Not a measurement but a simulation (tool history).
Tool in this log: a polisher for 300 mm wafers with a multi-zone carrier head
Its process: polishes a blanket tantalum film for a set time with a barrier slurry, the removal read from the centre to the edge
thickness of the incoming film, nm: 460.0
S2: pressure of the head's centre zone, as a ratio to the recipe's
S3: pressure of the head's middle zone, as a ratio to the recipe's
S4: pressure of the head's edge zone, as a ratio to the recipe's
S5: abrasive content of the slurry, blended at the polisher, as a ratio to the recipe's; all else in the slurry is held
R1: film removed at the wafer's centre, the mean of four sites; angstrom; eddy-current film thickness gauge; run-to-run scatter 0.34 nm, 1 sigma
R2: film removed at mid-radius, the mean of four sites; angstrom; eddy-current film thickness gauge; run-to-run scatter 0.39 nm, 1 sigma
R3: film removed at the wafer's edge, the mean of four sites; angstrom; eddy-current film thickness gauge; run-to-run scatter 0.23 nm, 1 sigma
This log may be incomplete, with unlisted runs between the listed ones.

Run 1, day 0: flow of slurry (ml/min) 195, S2 1, S3 1, S4 1, S5 1, polishing time (s) 46. Result: R1 578.31 angstrom, R2 554.71 angstrom, R3 547.66 angstrom.
Run 2, day 0.058: flow of slurry (ml/min) 195, S2 1, S3 1, S4 1.06, S5 1, polishing time (s) 46. Result: R1 578.12 angstrom, R2 551.12 angstrom, R3 573.97 angstrom.
Run 3, day 0.175: flow of slurry (ml/min) 195, S2 0.94, S3 1, S4 1.06, S5 1, polishing time (s) 46. Result: R1 560.73 angstrom, R2 563.92 angstrom, R3 564.86 angstrom.
Run 4, day 0.333: flow of slurry (ml/min) 195, S2 1.02, S3 1, S4 1.06, S5 1, polishing time (s) 46. Result: R1 585.1 angstrom, R2 559.82 angstrom, R3 571.43 angstrom.
Run 5, day 0.688: flow of slurry (ml/min) 185, S2 0.99, S3 1, S4 1.04, S5 0.95, polishing time (s) 44. Result: R1 544.07 angstrom, R2 516.21 angstrom, R3 537.68 angstrom.
Run 6, day 1.05: flow of slurry (ml/min) 185, S2 1.04, S3 1, S4 1.04, S5 0.95, polishing time (s) 44. Result: R1 566.35 angstrom, R2 524.8 angstrom, R3 532.66 angstrom.
Run 7, day 1.171: flow of slurry (ml/min) 185, S2 1.01, S3 1.01, S4 1.02, S5 0.9, polishing time (s) 42. Result: R1 513.92 angstrom, R2 495.27 angstrom, R3 494.16 angstrom.
Run 8, day 1.475: flow of slurry (ml/min) 185, S2 0.99, S3 1.01, S4 1, S5 0.85, polishing time (s) 40. Result: R1 468.34 angstrom, R2 455.42 angstrom, R3 460.08 angstrom.
Run 9, day 1.7: flow of slurry (ml/min) 185, S2 0.98, S3 1.02, S4 0.98, S5 0.8, polishing time (s) 39. Result: R1 453.45 angstrom, R2 438.39 angstrom, R3 434.6 angstrom.
Run 10, day 1.912: flow of slurry (ml/min) 140, S2 0.88, S3 1.04, S4 0.88, S5 0.55, polishing time (s) 31. Result: R1 283.18 angstrom, R2 310.09 angstrom, R3 291 angstrom.
At day 2.008: centre zone pressure recalibrated.
Run 11, day 2.008: flow of slurry (ml/min) 145, S2 0.88, S3 1.04, S4 0.88, S5 0.55, polishing time (s) 31. Result: R1 264.25 angstrom, R2 313.44 angstrom, R3 288.23 angstrom.
Run 12, day 2.262: flow of slurry (ml/min) 150, S2 0.89, S3 1.04, S4 0.89, S5 0.55, polishing time (s) 31. Result: R1 269.34 angstrom, R2 304.94 angstrom, R3 290.57 angstrom.
Run 13, day 2.621: flow of slurry (ml/min) 150, S2 0.89, S3 1.04, S4 0.89, S5 0.55, polishing time (s) 31. Result: R1 267.26 angstrom, R2 316.24 angstrom, R3 290.75 angstrom.

Run 14 comes next. What will it give?
Run 14, day 2.971: flow of slurry (ml/min) 150, S2 0.9, S3 1.04, S4 0.9, S5 0.55, polishing time (s) 31. Result: R1 ?, R2 ?, R3 ?.

Run 14 gave R1 271.33 angstrom, R2 308.94 angstrom, R3 298.28 angstrom.
